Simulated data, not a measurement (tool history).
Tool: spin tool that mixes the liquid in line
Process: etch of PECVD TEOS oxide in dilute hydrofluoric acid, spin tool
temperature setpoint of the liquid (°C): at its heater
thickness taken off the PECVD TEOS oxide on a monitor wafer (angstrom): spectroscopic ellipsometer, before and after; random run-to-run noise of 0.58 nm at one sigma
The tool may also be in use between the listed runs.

| run | hour | temperature setpoint of the liquid (°C) | parts of water to one part of 49 % hydrofluoric acid (parts by volume) | time under the liquid (s) | thickness taken off the PECVD TEOS oxide on a monitor wafer (angstrom) |
|---|---|---|---|---|---|
| 1 | 0.0 | 25.0 | 55 | 95 | 220.63 |
| 2 | 4.2 | 22.0 | 55 | 95 | 196.53 |
| 3 | 9.5 | 24.5 | 45 | 95 | 267.91 |
| 4 | 10.1 | 21.5 | 45 | 95 | 243.23 |
| 5 | 16.9 | 24.0 | 40 | 95 | 298.81 |
| 6 | 21.8 | 26.0 | 35 | 95 | 377.95 |
| 7 | 29.9 | 27.5 | 35 | 95 | 399.98 |
| 8 | 30.9 | 31.5 | 20 | 95 | 837.75 |
| 9 | 34.1 | 30.5 | 20 | 95 | 796.23 |
| 10 | 39.0 | 29.5 | 20 | 95 | 764.84 |
| 11 | 45.6 | 28.5 | 20 | 95 | 747.64 |
| 12 | 51.2 | 27.5 | 20 | 95 | 713.62 |

Run 13 has not been measured yet. What should we expect?
| 13 | 58.8 | 27.0 | 20 | 95 | ? |

Run 13 came out at thickness taken off the PECVD TEOS oxide on a monitor wafer (angstrom) 690.71.
